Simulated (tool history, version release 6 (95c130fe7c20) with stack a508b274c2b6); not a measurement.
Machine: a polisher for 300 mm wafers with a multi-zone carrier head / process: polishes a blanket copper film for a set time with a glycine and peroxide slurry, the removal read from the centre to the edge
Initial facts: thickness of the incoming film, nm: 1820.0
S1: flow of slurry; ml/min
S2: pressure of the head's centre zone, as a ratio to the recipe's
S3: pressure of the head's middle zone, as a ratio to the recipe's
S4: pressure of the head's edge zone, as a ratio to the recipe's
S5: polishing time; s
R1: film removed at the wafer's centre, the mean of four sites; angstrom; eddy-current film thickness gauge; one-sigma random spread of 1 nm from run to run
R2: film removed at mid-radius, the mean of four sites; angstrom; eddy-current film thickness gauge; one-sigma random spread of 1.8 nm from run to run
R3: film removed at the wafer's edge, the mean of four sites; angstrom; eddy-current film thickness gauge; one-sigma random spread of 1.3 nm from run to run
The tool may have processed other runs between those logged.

{"run": 1, "day": 0.0, "S1": 175, "S2": 1.0, "S3": 1.0, "S4": 1.0, "S5": 32, "R1": 2131.6, "R2": 2126.1, "R3": 2181.4}
{"run": 2, "day": 0.362, "S1": 175, "S2": 0.99, "S3": 1.0, "S4": 0.98, "S5": 31, "R1": 2070.7, "R2": 2103.2, "R3": 2111.3}
{"run": 3, "day": 0.562, "S1": 170, "S2": 0.98, "S3": 0.99, "S4": 0.97, "S5": 30, "R1": 1964.6, "R2": 2004.1, "R3": 2007.1}
{"run": 4, "day": 0.929, "S1": 170, "S2": 0.98, "S3": 0.99, "S4": 0.97, "S5": 33, "R1": 2139.1, "R2": 2211.2, "R3": 2164.7}
{"run": 5, "day": 0.992, "S1": 190, "S2": 0.98, "S3": 0.99, "S4": 0.97, "S5": 33, "R1": 2224.1, "R2": 2262.7, "R3": 2208.9}
{"run": 6, "day": 1.062, "S1": 185, "S2": 0.97, "S3": 0.98, "S4": 0.96, "S5": 32, "R1": 2090.9, "R2": 2098.6, "R3": 2140.4}
{"run": 7, "day": 1.254, "S1": 180, "S2": 0.96, "S3": 0.98, "S4": 0.94, "S5": 31, "R1": 2015.9, "R2": 2076.8, "R3": 2036.0}
{"run": 8, "day": 1.446, "S1": 175, "S2": 0.95, "S3": 0.97, "S4": 0.93, "S5": 30, "R1": 1900.9, "R2": 2029.4, "R3": 1979.6}

Forecast run 9:
{"run": 9, "day": 1.804, "S1": 175, "S2": 0.95, "S3": 0.96, "S4": 0.92, "S5": 29, "R1": "?", "R2": "?", "R3": "?"}

{"run 9": {"R1": 1844.6, "R2": 1916.9, "R3": 1896.4}}

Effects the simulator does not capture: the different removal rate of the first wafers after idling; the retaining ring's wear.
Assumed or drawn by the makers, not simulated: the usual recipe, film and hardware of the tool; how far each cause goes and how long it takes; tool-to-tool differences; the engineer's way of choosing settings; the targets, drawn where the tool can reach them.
